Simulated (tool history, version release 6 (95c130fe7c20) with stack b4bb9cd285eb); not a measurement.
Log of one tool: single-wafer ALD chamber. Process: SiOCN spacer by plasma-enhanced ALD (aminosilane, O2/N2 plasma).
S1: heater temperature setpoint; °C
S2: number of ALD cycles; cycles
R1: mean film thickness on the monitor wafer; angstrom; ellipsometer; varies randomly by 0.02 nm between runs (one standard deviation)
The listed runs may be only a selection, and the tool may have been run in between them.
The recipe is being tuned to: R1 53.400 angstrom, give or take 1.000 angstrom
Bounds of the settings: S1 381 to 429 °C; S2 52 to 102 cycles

run,hour,S1,S2,R1
1,0.0,405,77,49.099
2,4.1,402,78,49.767
3,11.6,407,78,49.070
4,13.7,414,78,47.945
5,18.3,409,79,49.214
6,23.7,409,73,45.808
7,32.3,404,75,47.728
8,41.0,400,77,49.458
9,42.0,397,78,50.203
10,45.0,395,79,51.075

Exercise: of the 4 proposed moves below, exactly one satisfies all targets within the stated allowed misses. Which move is it?
A,48.0,415,91,?
B,48.0,393,88,?
C,48.0,405,85,?
D,48.0,386,87,?

move,R1
A,55.565
B,56.514
C,53.768
D,55.871
A: moves the result that the last run missed by most past its target, out the other side
B: moves the result that the last run missed by most past its target, out the other side
C: hits every target within its allowed miss
D: moves the result that the last run missed by most past its target, out the other side
The right move is C.
